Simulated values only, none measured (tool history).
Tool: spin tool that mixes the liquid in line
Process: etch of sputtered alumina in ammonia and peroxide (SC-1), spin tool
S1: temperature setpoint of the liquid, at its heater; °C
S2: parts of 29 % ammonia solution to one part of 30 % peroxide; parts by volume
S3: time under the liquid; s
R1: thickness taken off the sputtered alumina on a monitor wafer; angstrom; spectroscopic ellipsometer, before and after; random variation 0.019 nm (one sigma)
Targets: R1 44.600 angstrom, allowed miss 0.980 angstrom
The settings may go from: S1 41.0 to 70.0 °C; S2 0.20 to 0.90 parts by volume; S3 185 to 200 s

Run 1, day 0.000: S1 57.0 °C, S2 0.50 parts by volume, S3 185 s. Result: R1 90.671 angstrom.
Run 2, day 0.096: S1 50.0 °C, S2 0.50 parts by volume, S3 185 s. Result: R1 62.058 angstrom.
Run 3, day 0.383: S1 50.0 °C, S2 0.50 parts by volume, S3 185 s. Result: R1 62.516 angstrom.
Run 4, day 0.521: S1 48.0 °C, S2 0.50 parts by volume, S3 185 s. Result: R1 55.721 angstrom.
Run 5, day 0.625: S1 48.0 °C, S2 0.50 parts by volume, S3 185 s. Result: R1 55.410 angstrom.
Run 6, day 0.996: S1 48.0 °C, S2 0.60 parts by volume, S3 185 s. Result: R1 57.206 angstrom.
Run 7, day 1.288: S1 46.5 °C, S2 0.60 parts by volume, S3 185 s. Result: R1 51.727 angstrom.
Run 8, day 1.325: S1 45.5 °C, S2 0.60 parts by volume, S3 185 s. Result: R1 49.353 angstrom.
Run 9, day 1.683: S1 45.5 °C, S2 0.60 parts by volume, S3 185 s. Result: R1 49.489 angstrom.
Run 10, day 1.800: S1 45.0 °C, S2 0.60 parts by volume, S3 185 s. Result: R1 47.557 angstrom.
Run 11, day 1.846: S1 44.5 °C, S2 0.60 parts by volume, S3 185 s. Result: R1 46.378 angstrom.

4 next moves are on the table. One of them brings every result within its allowed miss. Which?
Run A, day 1.892: S1 44.5 °C, S2 0.65 parts by volume, S3 185 s. Result: R1 ?.
Run B, day 1.892: S1 43.0 °C, S2 0.65 parts by volume, S3 185 s. Result: R1 ?.
Run C, day 1.892: S1 43.5 °C, S2 0.50 parts by volume, S3 200 s. Result: R1 ?.
Run D, day 1.892: S1 44.0 °C, S2 0.55 parts by volume, S3 185 s. Result: R1 ?.

move      R1
   A  46.849
   B  42.982
   C  46.646
   D  44.809
A: further off than the last run
B: takes the result that was furthest off past its target
C: further off than the last run
D: meets every target
Move D is the one to make.
